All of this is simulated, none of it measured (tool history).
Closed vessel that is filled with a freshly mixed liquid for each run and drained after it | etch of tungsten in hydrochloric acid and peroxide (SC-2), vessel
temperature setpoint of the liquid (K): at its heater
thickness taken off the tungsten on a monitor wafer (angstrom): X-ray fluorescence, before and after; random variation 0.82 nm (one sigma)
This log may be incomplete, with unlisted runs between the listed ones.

run,hour,temperature setpoint of the liquid (K),parts of water to one part each of 37 % hydrochloric acid and 30 % peroxide (parts by volume),time in the liquid (s),thickness taken off the tungsten on a monitor wafer (angstrom)
1,0,324.15,5.5,220,700.2
2,2.1,324.15,7,220,587.81
3,8.6,329.65,7,220,839.44
4,11.3,330.65,7,220,897.16
5,15.1,330.65,8,220,812.45
6,17,330.65,8,240,887.37

What will run 7 give?
7,20.5,331.65,8,240,?

Run 7 gave thickness taken off the tungsten on a monitor wafer (angstrom) 944.23.
